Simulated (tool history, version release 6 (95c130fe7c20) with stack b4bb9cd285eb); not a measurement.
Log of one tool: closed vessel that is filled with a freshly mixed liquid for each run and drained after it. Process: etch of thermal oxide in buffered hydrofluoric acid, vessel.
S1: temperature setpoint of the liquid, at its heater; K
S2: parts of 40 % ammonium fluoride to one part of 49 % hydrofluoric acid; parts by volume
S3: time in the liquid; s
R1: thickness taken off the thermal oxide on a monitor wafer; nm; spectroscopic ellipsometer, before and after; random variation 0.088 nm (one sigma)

run  hour      S1    S2  S3      R1
  1   0.0  296.15  23.0  30  13.402
  2   8.3  295.15  23.0  30  12.935
  3  12.9  294.15  23.0  30  12.098
  4  14.0  293.65  23.0  30  11.882
  5  20.9  296.65  23.0  30  13.897
  6  21.8  296.65  18.5  30  16.548
  7  28.9  295.65  19.0  30  15.195
  8  35.1  294.65  19.5  30  14.094
  9  40.5  294.15  20.0  30  13.223

Run 10 comes next. What will it give?
 10  47.4  293.65  20.0  30   ?

Run 10 gave R1 13.055 nm.

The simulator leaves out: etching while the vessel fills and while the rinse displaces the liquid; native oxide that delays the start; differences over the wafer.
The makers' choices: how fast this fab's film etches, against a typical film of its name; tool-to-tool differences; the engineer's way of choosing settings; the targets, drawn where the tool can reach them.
